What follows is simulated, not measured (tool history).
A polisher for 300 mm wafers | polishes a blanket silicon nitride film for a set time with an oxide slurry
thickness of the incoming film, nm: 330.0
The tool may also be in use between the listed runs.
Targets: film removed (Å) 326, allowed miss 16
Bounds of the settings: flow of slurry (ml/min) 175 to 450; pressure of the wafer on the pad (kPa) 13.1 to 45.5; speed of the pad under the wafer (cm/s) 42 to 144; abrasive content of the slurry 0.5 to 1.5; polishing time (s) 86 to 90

run  hour  flow of slurry (ml/min)  pressure of the wafer on the pad (kPa)  speed of the pad under the wafer (cm/s)  abrasive content of the slurry  polishing time (s)  film removed (Å)
  1     0                      290                                      29                                       92                               1                  86            511.37
  2   4.8                      290                                    25.5                                       92                               1                  86            458.07
  3   6.7                      290                                    24.1                                       92                               1                  86            444.94
  4  13.2                      290                                    22.8                                       92                               1                  86            416.88
  5    20                      290                                    22.1                                       92                               1                  86            416.43
  6  27.3                      345                                    22.1                                       92                               1                  86            413.85
  7  36.1                      345                                    21.4                                       92                               1                  86            396.93
  8  43.7                      345                                    20.7                                       92                               1                  86            390.65
  9  44.2                      345                                      20                                       92                               1                  86            381.75
 10  48.5                      345                                    19.3                                       92                               1                  86            363.07

Which of these 5 next moves meets every target?
  A  52.8                      310                                    15.9                                       80                            1.15                  86                 ?
  B  52.8                      440                                      31                                       62                            1.05                  90                 ?
  C  52.8                      330                                    16.5                                       80                            1.05                  86                 ?
  D  52.8                      340                                    19.3                                      102                             0.9                  87                 ?
  E  52.8                      425                                    17.2                                       78                            1.15                  89                 ?

move  film removed (Å)
   A            286.92
   B            445.83
   C            288.23
   D            380.09
   E            320.87
A: takes the result that was furthest off past its target
B: further off than the last run
C: takes the result that was furthest off past its target
D: further off than the last run
E: meets every target
Answer: E

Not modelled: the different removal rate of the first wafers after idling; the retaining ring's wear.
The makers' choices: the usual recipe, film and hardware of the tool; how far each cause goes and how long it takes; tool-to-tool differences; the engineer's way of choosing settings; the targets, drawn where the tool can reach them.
